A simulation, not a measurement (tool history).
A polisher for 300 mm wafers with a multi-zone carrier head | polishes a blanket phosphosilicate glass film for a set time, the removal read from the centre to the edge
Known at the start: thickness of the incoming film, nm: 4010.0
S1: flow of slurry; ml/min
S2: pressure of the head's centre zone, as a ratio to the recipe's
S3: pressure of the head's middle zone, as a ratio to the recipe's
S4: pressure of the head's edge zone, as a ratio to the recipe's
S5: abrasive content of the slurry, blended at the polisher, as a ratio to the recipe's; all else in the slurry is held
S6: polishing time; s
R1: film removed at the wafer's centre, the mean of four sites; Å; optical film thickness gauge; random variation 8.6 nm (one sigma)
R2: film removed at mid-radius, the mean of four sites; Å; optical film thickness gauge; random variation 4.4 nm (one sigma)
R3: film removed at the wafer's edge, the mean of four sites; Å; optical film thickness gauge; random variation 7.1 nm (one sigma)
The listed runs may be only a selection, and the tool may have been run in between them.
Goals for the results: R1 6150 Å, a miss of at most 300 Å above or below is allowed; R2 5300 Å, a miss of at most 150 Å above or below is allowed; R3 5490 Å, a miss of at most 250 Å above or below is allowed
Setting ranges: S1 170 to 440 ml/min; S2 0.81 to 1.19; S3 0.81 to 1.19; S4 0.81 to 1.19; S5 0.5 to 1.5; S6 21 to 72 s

| run | day | S1 | S2 | S3 | S4 | S5 | S6 | R1 | R2 | R3 |
|---|---|---|---|---|---|---|---|---|---|---|
| 1 | 0 | 280 | 1 | 1 | 1 | 1 | 46 | 3899.4 | 4084.9 | 4196.1 |
| 2 | 0.054 | 290 | 1.05 | 1 | 1.01 | 1.15 | 46 | 4359.6 | 4279 | 4307.1 |
| 3 | 0.3 | 290 | 1.05 | 1 | 1.01 | 0.95 | 46 | 4164.2 | 3987.9 | 4174.9 |
| 4 | 0.667 | 295 | 1.08 | 1 | 1.05 | 1.1 | 47 | 4521.7 | 4236.4 | 4308 |
| 5 | 0.742 | 295 | 1.08 | 1 | 1.05 | 1.2 | 47 | 4719.9 | 4341.9 | 4579.6 |
| 6 | 0.912 | 295 | 1.08 | 1 | 1.05 | 1.2 | 36 | 3516.5 | 3352.3 | 3485.4 |
| 7 | 1.162 | 295 | 1.1 | 1 | 1.06 | 1.3 | 40 | 4054.1 | 3752.2 | 3918.9 |
|  | 1.333 | edge zone pressure recalibrated |
| 8 | 1.333 | 300 | 1.12 | 1.01 | 1.07 | 1.35 | 43 | 4539 | 4192.6 | 4213 |

Below are 4 possible settings for the next run. Only one of them brings all results inside the allowed miss of their targets. Which is it?
| A | 1.504 | 265 | 1.17 | 0.97 | 1.05 | 1.25 | 35 | ? | ? | ? |
| B | 1.504 | 345 | 1.14 | 0.96 | 1.04 | 1.25 | 57 | ? | ? | ? |
| C | 1.504 | 295 | 1.06 | 0.81 | 1.11 | 1.45 | 60 | ? | ? | ? |
| D | 1.504 | 315 | 0.94 | 0.81 | 1.17 | 1.45 | 60 | ? | ? | ? |

| move | R1 | R2 | R3 |
|---|---|---|---|
| A | 3700.7 | 3189 | 3232.5 |
| B | 6054.3 | 5294.3 | 5358.8 |
| C | 6056.7 | 4967.3 | 5965.5 |
| D | 5406.7 | 5004.1 | 6125.3 |
A: its largest miss is bigger than the last run's
B: all results land within tolerance of their targets
C: nearer than the last run, and not there yet
D: nearer than the last run, and not there yet
Correct choice: B, which meets every target
